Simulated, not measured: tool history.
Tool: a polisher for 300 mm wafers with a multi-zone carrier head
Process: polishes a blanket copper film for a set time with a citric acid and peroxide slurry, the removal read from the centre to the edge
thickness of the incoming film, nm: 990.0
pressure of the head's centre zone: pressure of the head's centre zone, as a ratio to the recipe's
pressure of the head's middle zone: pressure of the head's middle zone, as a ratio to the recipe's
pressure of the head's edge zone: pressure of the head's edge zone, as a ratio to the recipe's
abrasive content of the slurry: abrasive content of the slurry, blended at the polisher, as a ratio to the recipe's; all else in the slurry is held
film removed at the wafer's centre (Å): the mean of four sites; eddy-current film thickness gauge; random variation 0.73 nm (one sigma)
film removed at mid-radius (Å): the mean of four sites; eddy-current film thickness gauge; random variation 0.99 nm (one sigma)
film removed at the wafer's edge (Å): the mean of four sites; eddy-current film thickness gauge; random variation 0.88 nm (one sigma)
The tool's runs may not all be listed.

run  hour  flow of slurry (ml/min)  pressure of the head's centre zone  pressure of the head's middle zone  pressure of the head's edge zone  abrasive content of the slurry  polishing time (s)  film removed at the wafer's centre (Å)  film removed at mid-radius (Å)  film removed at the wafer's edge (Å)
  1   0.0                      130                                1.00                                1.00                              1.00                            1.00                  41                                 1213.40                         1224.70                               1213.50
  2   3.2                      130                                0.95                                1.00                              1.00                            1.00                  41                                 1165.60                         1211.90                               1217.40
  3   8.5                      130                                0.95                                1.00                              1.00                            1.00                  48                                 1342.90                         1470.50                               1424.40
  4  11.8                      125                                0.93                                0.97                              0.99                            0.90                  46                                 1214.50                         1313.60                               1312.80
  5  19.0                      125                                0.93                                0.97                              0.99                            0.90                  41                                 1112.40                         1176.80                               1182.20
  6  21.4                      125                                0.88                                0.97                              0.99                            0.90                  41                                 1037.40                         1186.70                               1176.80
  7  22.8                      125                                0.88                                0.97                              0.99                            0.90                  41                                 1041.90                         1152.30                               1196.30
  8  28.6                      120                                0.88                                0.94                              0.99                            0.85                  40                                  989.08                         1083.10                               1102.40
  9  36.4                      115                                0.88                                0.92                              1.02                            0.80                  39                                  948.72                         1004.70                               1097.70
 10  41.9                      110                                0.88                                0.90                              1.01                            0.75                  38                                  890.80                          948.78                               1036.60
 11  49.8                      105                                0.89                                0.88                              1.01                            0.70                  38                                  889.31                          906.57                               1014.80
 12  54.3                       85                                0.85                                0.81                              0.93                            0.50                  37                                  721.65                          737.27                                855.13

Run 13 comes next. What will it give?
 13  63.2                       90                                0.86                                0.81                              0.93                            0.50                  37                                       ?                               ?                                     ?

film removed at the wafer's centre (Å): 736.47
film removed at mid-radius (Å): 750.30
film removed at the wafer's edge (Å): 858.63

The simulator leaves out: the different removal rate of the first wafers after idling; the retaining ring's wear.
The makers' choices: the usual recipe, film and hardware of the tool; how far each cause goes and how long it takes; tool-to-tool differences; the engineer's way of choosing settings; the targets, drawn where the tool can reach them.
